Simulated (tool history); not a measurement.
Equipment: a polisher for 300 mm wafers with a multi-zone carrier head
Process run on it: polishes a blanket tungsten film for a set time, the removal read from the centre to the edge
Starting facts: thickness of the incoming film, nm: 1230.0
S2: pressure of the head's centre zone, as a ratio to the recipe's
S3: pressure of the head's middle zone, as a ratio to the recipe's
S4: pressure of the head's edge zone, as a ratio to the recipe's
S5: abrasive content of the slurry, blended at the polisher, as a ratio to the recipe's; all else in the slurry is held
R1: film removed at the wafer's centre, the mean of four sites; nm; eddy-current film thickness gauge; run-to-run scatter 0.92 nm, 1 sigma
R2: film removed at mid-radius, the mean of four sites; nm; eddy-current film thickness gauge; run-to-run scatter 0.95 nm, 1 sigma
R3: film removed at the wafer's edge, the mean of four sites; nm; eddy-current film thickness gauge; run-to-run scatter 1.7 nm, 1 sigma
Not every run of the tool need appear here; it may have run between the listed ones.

run 1 hour=0.0 | flow_of_slurry_(ml/min)=285 S2=1.00 S3=1.00 S4=1.00 S5=1.0 polishing_time_(s)=45 | R1=157.04 R2=158.08 R3=158.70
run 2 hour=2.3 | flow_of_slurry_(ml/min)=285 S2=1.00 S3=0.91 S4=1.00 S5=1.0 polishing_time_(s)=45 | R1=156.09 R2=142.60 R3=160.36
run 3 hour=4.7 | flow_of_slurry_(ml/min)=325 S2=1.00 S3=0.91 S4=1.00 S5=1.0 polishing_time_(s)=45 | R1=158.87 R2=147.44 R3=161.56
run 4 hour=13.2 | flow_of_slurry_(ml/min)=325 S2=1.00 S3=0.91 S4=1.05 S5=1.0 polishing_time_(s)=45 | R1=160.27 R2=148.71 R3=162.92
run 5 hour=21.8 | flow_of_slurry_(ml/min)=325 S2=0.95 S3=0.91 S4=1.05 S5=1.0 polishing_time_(s)=45 | R1=152.04 R2=147.05 R3=163.05
run 6 hour=26.0 | flow_of_slurry_(ml/min)=325 S2=0.95 S3=0.91 S4=1.05 S5=1.0 polishing_time_(s)=50 | R1=167.92 R2=164.23 R3=186.18
run 7 hour=34.9 | flow_of_slurry_(ml/min)=340 S2=0.93 S3=0.93 S4=1.03 S5=0.9 polishing_time_(s)=47 | R1=153.63 R2=156.28 R3=168.76

Run 8 is up next; what results do you expect?
run 8 hour=41.5 | flow_of_slurry_(ml/min)=345 S2=0.91 S3=0.95 S4=1.01 S5=0.8 polishing_time_(s)=45 | R1=? R2=? R3=?

Logged for run 8: R1 141.18 nm, R2 148.02 nm, R3 156.07 nm.
